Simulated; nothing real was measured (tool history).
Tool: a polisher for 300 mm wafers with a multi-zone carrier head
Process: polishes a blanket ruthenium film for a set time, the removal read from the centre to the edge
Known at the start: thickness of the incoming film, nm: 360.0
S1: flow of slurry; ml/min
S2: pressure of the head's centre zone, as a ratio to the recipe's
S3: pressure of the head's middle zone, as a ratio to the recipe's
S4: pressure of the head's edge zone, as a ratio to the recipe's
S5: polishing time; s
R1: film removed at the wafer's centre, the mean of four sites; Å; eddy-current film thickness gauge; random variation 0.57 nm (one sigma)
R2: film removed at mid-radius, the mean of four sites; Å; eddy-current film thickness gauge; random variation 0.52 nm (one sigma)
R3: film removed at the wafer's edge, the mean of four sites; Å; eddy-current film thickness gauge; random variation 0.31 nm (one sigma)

run 1 hour=0.0 | S1=135 S2=1.00 S3=1.00 S4=1.00 S5=40 | R1=296.77 R2=301.58 R3=304.23
run 2 hour=1.3 | S1=135 S2=1.00 S3=1.00 S4=0.96 S5=40 | R1=296.78 R2=301.98 R3=295.61
run 3 hour=6.7 | S1=140 S2=1.01 S3=1.02 S4=0.98 S5=41 | R1=310.97 R2=316.78 R3=308.14
run 4 hour=7.8 | S1=140 S2=1.01 S3=1.02 S4=0.98 S5=32 | R1=240.22 R2=246.41 R3=240.43
run 5 hour=12.6 | S1=140 S2=0.92 S3=1.02 S4=0.98 S5=32 | R1=222.16 R2=243.41 R3=238.16
run 6 hour=16.6 | S1=145 S2=0.94 S3=1.03 S4=1.00 S5=34 | R1=245.12 R2=264.28 R3=261.89
run 7 hour=25.1 | S1=150 S2=0.96 S3=1.05 S4=1.02 S5=36 | R1=270.19 R2=287.20 R3=279.91

Run 8 comes next. What will it give?
run 8 hour=27.6 | S1=180 S2=1.03 S3=1.12 S4=1.12 S5=47 | R1=? R2=? R3=?

R1: 380.42 Å
R2: 401.58 Å
R3: 386.53 Å
